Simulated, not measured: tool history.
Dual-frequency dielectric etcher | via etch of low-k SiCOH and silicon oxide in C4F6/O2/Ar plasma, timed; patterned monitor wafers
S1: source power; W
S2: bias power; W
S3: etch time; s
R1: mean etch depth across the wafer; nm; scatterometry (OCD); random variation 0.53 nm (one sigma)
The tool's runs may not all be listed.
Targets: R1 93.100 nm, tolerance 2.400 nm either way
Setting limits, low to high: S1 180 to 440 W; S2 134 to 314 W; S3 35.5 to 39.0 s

{"run": 1, "hour": 0.0, "S1": 310, "S2": 224, "S3": 39.0, "R1": 82.354}
{"run": 2, "hour": 1.1, "S1": 330, "S2": 229, "S3": 39.0, "R1": 85.575}
{"run": 3, "hour": 9.2, "S1": 340, "S2": 232, "S3": 39.0, "R1": 85.962}
{"run": 4, "hour": 10.6, "S1": 340, "S2": 232, "S3": 35.5, "R1": 78.88}
{"run": 5, "hour": 17.9, "S1": 390, "S2": 232, "S3": 35.5, "R1": 82.504}
{"run": 6, "hour": 18.6, "S1": 370, "S2": 232, "S3": 35.5, "R1": 80.392}
{"run": 7, "hour": 21.5, "S1": 370, "S2": 250, "S3": 36.0, "R1": 84.5}
{"run": 8, "hour": 22.1, "S1": 380, "S2": 261, "S3": 36.5, "R1": 88.616}
{"run": 9, "hour": 27.3, "S1": 390, "S2": 265, "S3": 36.5, "R1": 88.452}
{"run": 10, "hour": 35.6, "S1": 390, "S2": 271, "S3": 36.5, "R1": 90.347}

Which of these 5 next moves meets every target?
{"run": "A", "hour": 43.9, "S1": 350, "S2": 261, "S3": 37.0, "R1": "?"}
{"run": "B", "hour": 43.9, "S1": 390, "S2": 266, "S3": 38.0, "R1": "?"}
{"run": "C", "hour": 43.9, "S1": 390, "S2": 291, "S3": 38.0, "R1": "?"}
{"run": "D", "hour": 43.9, "S1": 430, "S2": 280, "S3": 37.5, "R1": "?"}
{"run": "E", "hour": 43.9, "S1": 400, "S2": 253, "S3": 36.0, "R1": "?"}

move=A R1=86.535
move=B R1=93.530
move=C R1=96.763
move=D R1=97.875
move=E R1=87.852
A: misses by more than the last run did
B: in spec on every target
C: takes the biggest miss from the last run beyond its target
D: takes the biggest miss from the last run beyond its target
E: misses by more than the last run did
B meets every target.
